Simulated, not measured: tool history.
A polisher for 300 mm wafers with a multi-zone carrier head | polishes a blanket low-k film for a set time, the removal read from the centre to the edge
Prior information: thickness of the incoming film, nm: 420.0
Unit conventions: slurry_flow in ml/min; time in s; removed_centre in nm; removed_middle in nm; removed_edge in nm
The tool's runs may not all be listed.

| run | day | slurry_flow | centre_zone | middle_zone | edge_zone | slurry_solids | time | removed_centre | removed_middle | removed_edge |
|---|---|---|---|---|---|---|---|---|---|---|
| 1 | 0.000 | 160 | 1.00 | 1.00 | 1.00 | 1.00 | 63 | 36.237 | 36.740 | 36.535 |
| 2 | 0.138 | 145 | 1.00 | 1.00 | 1.00 | 1.00 | 63 | 35.220 | 35.660 | 36.046 |
| 3 | 0.200 | 145 | 1.00 | 0.97 | 1.00 | 1.00 | 63 | 35.244 | 34.052 | 36.002 |
| 4 | 0.292 | 145 | 1.00 | 0.97 | 1.00 | 1.20 | 63 | 37.626 | 36.932 | 38.693 |
| 5 | 0.400 | 135 | 0.98 | 0.94 | 0.97 | 1.15 | 63 | 35.513 | 34.862 | 36.722 |
| 6 | 0.633 | 125 | 0.97 | 0.91 | 0.96 | 1.15 | 63 | 34.078 | 34.098 | 36.439 |
| 7 | 0.896 | 120 | 0.98 | 0.88 | 0.96 | 1.10 | 63 | 34.120 | 32.589 | 36.009 |

Forecast run 8:
| 8 | 0.925 | 105 | 0.96 | 0.81 | 0.92 | 0.95 | 63 | ? | ? | ? |

Run 8 produced removed_centre 29.757 nm, removed_middle 26.876 nm, removed_edge 31.985 nm.
